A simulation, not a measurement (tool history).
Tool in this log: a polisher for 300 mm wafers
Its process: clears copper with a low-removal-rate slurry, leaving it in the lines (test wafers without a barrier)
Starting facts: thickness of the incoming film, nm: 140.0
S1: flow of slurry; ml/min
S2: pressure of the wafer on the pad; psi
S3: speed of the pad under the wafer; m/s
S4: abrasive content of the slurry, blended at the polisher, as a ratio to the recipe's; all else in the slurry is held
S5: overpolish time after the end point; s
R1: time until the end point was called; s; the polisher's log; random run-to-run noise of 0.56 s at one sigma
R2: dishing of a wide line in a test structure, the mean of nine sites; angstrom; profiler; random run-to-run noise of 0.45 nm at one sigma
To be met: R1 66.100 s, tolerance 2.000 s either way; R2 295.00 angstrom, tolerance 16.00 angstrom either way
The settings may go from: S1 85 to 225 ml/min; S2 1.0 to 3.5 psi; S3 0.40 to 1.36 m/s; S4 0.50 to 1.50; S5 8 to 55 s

run,day,S1,S2,S3,S4,S5,R1,R2
1,0.000,145,2.2,0.88,1.00,28,75.143,321.33
2,0.121,120,2.2,0.88,1.00,28,77.801,304.21
3,0.212,125,2.2,0.88,1.00,27,78.240,300.47
4,0.554,110,2.2,0.88,1.00,27,78.894,301.26
5,0.700,115,2.2,0.88,1.00,26,78.278,287.38
6,0.879,115,1.8,0.88,1.00,26,95.483,241.69
7,0.929,120,1.9,0.88,1.00,25,89.134,252.05
8,1.300,125,1.9,0.88,1.00,24,88.831,241.88
9,1.379,130,1.9,0.88,1.00,24,87.310,244.98
10,1.500,135,1.9,0.88,1.00,24,88.063,250.65
11,1.642,140,2.0,0.88,1.00,23,82.877,256.52
12,1.754,145,2.0,0.88,1.00,23,82.358,258.37
13,1.796,150,2.0,0.88,1.00,23,81.778,259.51

Exercise: of the 5 proposed moves below, exactly one satisfies all targets within the stated allowed misses. Which move is it?
A,1.838,125,2.4,0.92,0.75,24,?,?
B,1.838,165,1.5,0.92,0.90,36,?,?
C,1.838,110,2.0,1.14,1.20,23,?,?
D,1.838,165,1.8,0.78,1.05,34,?,?
E,1.838,165,1.8,1.10,1.10,29,?,?

move,R1,R2
A,72.101,291.47
B,104.160,286.37
C,66.440,295.15
D,99.871,288.83
E,70.923,326.70
A: better than the last run, though not everything is in spec
B: lands further from the targets than the last run did
C: meets every target
D: lands further from the targets than the last run did
E: better than the last run, though not everything is in spec
C meets every target.
